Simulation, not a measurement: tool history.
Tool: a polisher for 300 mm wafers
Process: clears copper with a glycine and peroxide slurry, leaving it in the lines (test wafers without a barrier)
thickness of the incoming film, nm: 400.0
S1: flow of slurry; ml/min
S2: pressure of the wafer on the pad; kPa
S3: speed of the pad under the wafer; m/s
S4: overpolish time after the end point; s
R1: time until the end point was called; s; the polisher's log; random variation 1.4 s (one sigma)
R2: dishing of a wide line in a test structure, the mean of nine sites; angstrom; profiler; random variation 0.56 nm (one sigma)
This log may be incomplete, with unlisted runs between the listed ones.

run 1 hour=0 | S1=305 S2=20 S3=0.96 S4=24 | R1=64.739 R2=692.02
run 2 hour=4.1 | S1=295 S2=18.6 S3=0.96 S4=22 | R1=70.14 R2=637.34
run 3 hour=5.8 | S1=265 S2=18.6 S3=0.96 S4=22 | R1=71.176 R2=628.27
run 4 hour=6.9 | S1=265 S2=18.6 S3=0.96 S4=13 | R1=69.743 R2=427.37
run 5 hour=14.9 | S1=210 S2=18.6 S3=0.96 S4=13 | R1=72.257 R2=390.96
run 6 hour=19.3 | S1=210 S2=18.6 S3=0.96 S4=7 | R1=71.056 R2=250.25
run 7 hour=22.7 | S1=210 S2=17.2 S3=0.96 S4=7 | R1=77.055 R2=232.44
run 8 hour=28.4 | S1=210 S2=16.5 S3=0.94 S4=8 | R1=81.596 R2=254.07

Run 9 has not been measured yet. What should we expect?
run 9 hour=34.5 | S1=210 S2=15.9 S3=0.94 S4=8 | R1=? R2=?

R1: 85.203 s
R2: 242.54 angstrom

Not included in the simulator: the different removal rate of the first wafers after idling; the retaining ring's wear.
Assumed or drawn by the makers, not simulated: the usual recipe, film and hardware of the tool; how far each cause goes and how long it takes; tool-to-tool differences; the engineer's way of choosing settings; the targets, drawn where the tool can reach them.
